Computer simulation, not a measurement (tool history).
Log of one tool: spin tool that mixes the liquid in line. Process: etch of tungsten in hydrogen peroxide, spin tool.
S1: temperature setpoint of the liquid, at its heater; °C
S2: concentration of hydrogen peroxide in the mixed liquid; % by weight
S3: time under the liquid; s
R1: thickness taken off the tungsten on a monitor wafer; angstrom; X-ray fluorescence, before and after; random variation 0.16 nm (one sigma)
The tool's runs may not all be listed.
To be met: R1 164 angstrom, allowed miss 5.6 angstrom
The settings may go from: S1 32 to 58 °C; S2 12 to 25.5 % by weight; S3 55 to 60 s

| run | hour | S1 | S2 | S3 | R1 |
|---|---|---|---|---|---|
| 1 | 0 | 42 | 17.5 | 55 | 213.04 |
| 2 | 5.4 | 42 | 15 | 55 | 197.33 |
| 3 | 7.3 | 42 | 18.5 | 55 | 217.81 |
| 4 | 15.8 | 40.5 | 18.5 | 55 | 201.53 |
| 5 | 22.8 | 40.5 | 18.5 | 60 | 222.33 |
| 6 | 31.7 | 39 | 18.5 | 60 | 201.34 |
| 7 | 35.9 | 38 | 18.5 | 60 | 184.95 |
| 8 | 44.2 | 37.5 | 18.5 | 60 | 179.01 |
| 9 | 50.9 | 37 | 18.5 | 60 | 170.73 |
| 10 | 57.1 | 37 | 18.5 | 60 | 172.71 |

Which of these 4 next moves meets every target?
| A | 63.3 | 37 | 19.5 | 60 | ? |
| B | 63.3 | 37 | 16.5 | 60 | ? |
| C | 63.3 | 38.5 | 18.5 | 55 | ? |
| D | 63.3 | 37.5 | 20 | 60 | ? |

| move | R1 |
|---|---|
| A | 180.01 |
| B | 165.58 |
| C | 177.67 |
| D | 188.52 |
A: further off than the last run
B: meets every target
C: further off than the last run
D: further off than the last run
Move B is the one to make.
